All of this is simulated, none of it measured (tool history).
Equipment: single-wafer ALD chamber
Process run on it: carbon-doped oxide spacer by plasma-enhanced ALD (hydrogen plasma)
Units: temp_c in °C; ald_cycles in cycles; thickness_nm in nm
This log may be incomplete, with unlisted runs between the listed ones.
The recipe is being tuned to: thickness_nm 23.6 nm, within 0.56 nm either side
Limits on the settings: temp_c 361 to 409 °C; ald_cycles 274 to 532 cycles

{"run": 1, "hour": 0.0, "temp_c": 385, "ald_cycles": 403, "thickness_nm": 20.036}
{"run": 2, "hour": 1.7, "temp_c": 385, "ald_cycles": 419, "thickness_nm": 20.921}
{"run": 3, "hour": 8.9, "temp_c": 385, "ald_cycles": 392, "thickness_nm": 19.461}
{"run": 4, "hour": 16.4, "temp_c": 385, "ald_cycles": 410, "thickness_nm": 20.303}
{"run": 5, "hour": 18.7, "temp_c": 385, "ald_cycles": 425, "thickness_nm": 21.076}
{"run": 6, "hour": 21.2, "temp_c": 385, "ald_cycles": 381, "thickness_nm": 18.983}
{"run": 7, "hour": 24.1, "temp_c": 385, "ald_cycles": 403, "thickness_nm": 20.083}
{"run": 8, "hour": 30.1, "temp_c": 385, "ald_cycles": 419, "thickness_nm": 20.865}
{"run": 9, "hour": 34.7, "temp_c": 385, "ald_cycles": 431, "thickness_nm": 21.349}
{"run": 10, "hour": 38.6, "temp_c": 385, "ald_cycles": 442, "thickness_nm": 21.973}
{"run": 11, "hour": 44.5, "temp_c": 385, "ald_cycles": 449, "thickness_nm": 22.508}
{"run": 12, "hour": 47.0, "temp_c": 385, "ald_cycles": 454, "thickness_nm": 22.478}

Which single option among these 4 for the next run brings every result within its allowed miss of target? Just one does.
{"run": "A", "hour": 49.5, "temp_c": 380, "ald_cycles": 493, "thickness_nm": "?"}
{"run": "B", "hour": 49.5, "temp_c": 387, "ald_cycles": 455, "thickness_nm": "?"}
{"run": "C", "hour": 49.5, "temp_c": 385, "ald_cycles": 473, "thickness_nm": "?"}
{"run": "D", "hour": 49.5, "temp_c": 386, "ald_cycles": 450, "thickness_nm": "?"}

move=A thickness_nm=24.44
move=B thickness_nm=22.556
move=C thickness_nm=23.449
move=D thickness_nm=22.309
A: moves the result that the last run missed by most past its target, out the other side
B: closer than the last run, but not yet in spec
C: hits every target within its allowed miss
D: moves away from the targets compared with the last run
Answer: C
